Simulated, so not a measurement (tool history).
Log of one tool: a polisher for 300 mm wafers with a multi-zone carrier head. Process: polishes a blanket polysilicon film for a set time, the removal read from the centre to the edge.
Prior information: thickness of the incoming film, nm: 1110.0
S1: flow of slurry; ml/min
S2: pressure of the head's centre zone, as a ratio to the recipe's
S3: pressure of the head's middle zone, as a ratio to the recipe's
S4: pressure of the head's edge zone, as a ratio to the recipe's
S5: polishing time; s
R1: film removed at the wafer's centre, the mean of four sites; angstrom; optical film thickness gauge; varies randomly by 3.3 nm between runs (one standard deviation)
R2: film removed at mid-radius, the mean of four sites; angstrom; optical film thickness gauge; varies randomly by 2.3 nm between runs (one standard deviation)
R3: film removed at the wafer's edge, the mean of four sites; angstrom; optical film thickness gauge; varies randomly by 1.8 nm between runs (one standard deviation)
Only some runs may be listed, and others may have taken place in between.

{"run": 1, "day": 0.0, "S1": 270, "S2": 1.0, "S3": 1.0, "S4": 1.0, "S5": 37, "R1": 4130.9, "R2": 4189.1, "R3": 4509.5}
{"run": 2, "day": 0.367, "S1": 265, "S2": 0.99, "S3": 1.0, "S4": 0.96, "S5": 32, "R1": 3518.8, "R2": 3613.4, "R3": 3872.8}
{"run": 3, "day": 0.433, "S1": 310, "S2": 0.99, "S3": 1.0, "S4": 0.96, "S5": 32, "R1": 3654.3, "R2": 3693.0, "R3": 3905.0}
{"run": 4, "day": 0.546, "S1": 310, "S2": 0.99, "S3": 1.0, "S4": 0.96, "S5": 28, "R1": 3170.3, "R2": 3250.1, "R3": 3423.7}
{"run": 5, "day": 0.638, "S1": 310, "S2": 0.99, "S3": 1.0, "S4": 1.02, "S5": 28, "R1": 3174.2, "R2": 3245.6, "R3": 3504.9}
{"run": 6, "day": 0.904, "S1": 310, "S2": 0.99, "S3": 1.0, "S4": 1.02, "S5": 19, "R1": 2151.3, "R2": 2239.3, "R3": 2405.9}
{"run": 7, "day": 1.046, "S1": 330, "S2": 1.0, "S3": 1.02, "S4": 1.02, "S5": 19, "R1": 2195.9, "R2": 2271.4, "R3": 2389.4}

Estimate the outcome of run 8 from the log above:
{"day": 1.117, "done": "slurry nozzle cleaned"}
{"run": 8, "day": 1.117, "S1": 335, "S2": 1.06, "S3": 1.12, "S4": 1.11, "S5": 22, "R1": "?", "R2": "?", "R3": "?"}

R1: 2892.2 angstrom
R2: 3008.0 angstrom
R3: 3027.3 angstrom
